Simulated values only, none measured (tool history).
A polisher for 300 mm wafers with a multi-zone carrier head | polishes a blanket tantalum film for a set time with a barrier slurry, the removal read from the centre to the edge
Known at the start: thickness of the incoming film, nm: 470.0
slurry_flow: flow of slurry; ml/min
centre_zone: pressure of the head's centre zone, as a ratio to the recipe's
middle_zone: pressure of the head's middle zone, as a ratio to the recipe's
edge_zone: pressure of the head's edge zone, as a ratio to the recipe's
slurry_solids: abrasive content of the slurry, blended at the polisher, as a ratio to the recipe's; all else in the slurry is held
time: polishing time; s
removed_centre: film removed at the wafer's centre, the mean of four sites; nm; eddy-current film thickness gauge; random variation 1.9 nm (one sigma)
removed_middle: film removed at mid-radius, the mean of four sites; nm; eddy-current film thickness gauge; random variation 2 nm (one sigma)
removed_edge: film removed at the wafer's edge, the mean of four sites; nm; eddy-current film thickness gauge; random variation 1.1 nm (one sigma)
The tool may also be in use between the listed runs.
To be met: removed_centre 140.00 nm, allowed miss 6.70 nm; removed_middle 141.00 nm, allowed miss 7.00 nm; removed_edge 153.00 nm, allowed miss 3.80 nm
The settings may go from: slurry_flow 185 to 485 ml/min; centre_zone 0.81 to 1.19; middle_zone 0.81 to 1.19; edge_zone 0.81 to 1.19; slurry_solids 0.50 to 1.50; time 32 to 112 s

Run 1, hour 0.0: slurry_flow 310 ml/min, centre_zone 1.00, middle_zone 1.00, edge_zone 1.00, slurry_solids 1.00, time 72 s. Result: removed_centre 187.80 nm, removed_middle 184.04 nm, removed_edge 185.02 nm.
Run 2, hour 2.8: slurry_flow 355 ml/min, centre_zone 1.00, middle_zone 1.00, edge_zone 1.00, slurry_solids 1.00, time 72 s. Result: removed_centre 190.07 nm, removed_middle 192.09 nm, removed_edge 185.22 nm.
Run 3, hour 10.0: slurry_flow 350 ml/min, centre_zone 0.99, middle_zone 0.99, edge_zone 0.99, slurry_solids 0.95, time 72 s. Result: removed_centre 189.33 nm, removed_middle 177.41 nm, removed_edge 186.48 nm.
Run 4, hour 16.1: slurry_flow 350 ml/min, centre_zone 0.99, middle_zone 0.91, edge_zone 0.99, slurry_solids 0.95, time 72 s. Result: removed_centre 185.91 nm, removed_middle 169.30 nm, removed_edge 184.36 nm.
Run 5, hour 19.3: slurry_flow 350 ml/min, centre_zone 0.99, middle_zone 0.99, edge_zone 0.99, slurry_solids 0.95, time 72 s. Result: removed_centre 185.52 nm, removed_middle 186.89 nm, removed_edge 183.25 nm.
Run 6, hour 27.9: slurry_flow 415 ml/min, centre_zone 0.99, middle_zone 0.99, edge_zone 0.99, slurry_solids 0.95, time 72 s. Result: removed_centre 195.83 nm, removed_middle 188.10 nm, removed_edge 184.11 nm.
Run 7, hour 30.9: slurry_flow 410 ml/min, centre_zone 0.97, middle_zone 0.99, edge_zone 0.98, slurry_solids 0.90, time 71 s. Result: removed_centre 180.10 nm, removed_middle 183.66 nm, removed_edge 183.01 nm.
Run 8, hour 31.7: slurry_flow 410 ml/min, centre_zone 0.97, middle_zone 0.99, edge_zone 0.97, slurry_solids 0.85, time 70 s. Result: removed_centre 177.51 nm, removed_middle 176.10 nm, removed_edge 176.32 nm.
Run 9, hour 37.8: slurry_flow 360 ml/min, centre_zone 0.87, middle_zone 0.89, edge_zone 0.87, slurry_solids 0.60, time 69 s. Result: removed_centre 144.07 nm, removed_middle 149.99 nm, removed_edge 154.84 nm.

Which of these 5 next moves meets every target?
Run A, hour 43.9: slurry_flow 330 ml/min, centre_zone 0.86, middle_zone 1.02, edge_zone 0.89, slurry_solids 0.65, time 68 s. Result: removed_centre ?, removed_middle ?, removed_edge ?.
Run B, hour 43.9: slurry_flow 445 ml/min, centre_zone 0.85, middle_zone 1.03, edge_zone 0.81, slurry_solids 0.80, time 65 s. Result: removed_centre ?, removed_middle ?, removed_edge ?.
Run C, hour 43.9: slurry_flow 235 ml/min, centre_zone 0.87, middle_zone 0.87, edge_zone 0.90, slurry_solids 0.60, time 70 s. Result: removed_centre ?, removed_middle ?, removed_edge ?.
Run D, hour 43.9: slurry_flow 420 ml/min, centre_zone 0.90, middle_zone 0.84, edge_zone 0.84, slurry_solids 0.70, time 70 s. Result: removed_centre ?, removed_middle ?, removed_edge ?.
Run E, hour 43.9: slurry_flow 250 ml/min, centre_zone 0.87, middle_zone 0.81, edge_zone 0.91, slurry_solids 0.65, time 67 s. Result: removed_centre ?, removed_middle ?, removed_edge ?.

move  removed_centre  removed_middle  removed_edge
   A          144.74          166.57        154.83
   B          145.94          171.00        150.65
   C          142.56          142.63        153.80
   D          161.37          150.77        160.45
   E          139.63          131.71        151.15
A: further off than the last run
B: further off than the last run
C: meets every target
D: further off than the last run
E: takes the result that was furthest off past its target
Answer: C
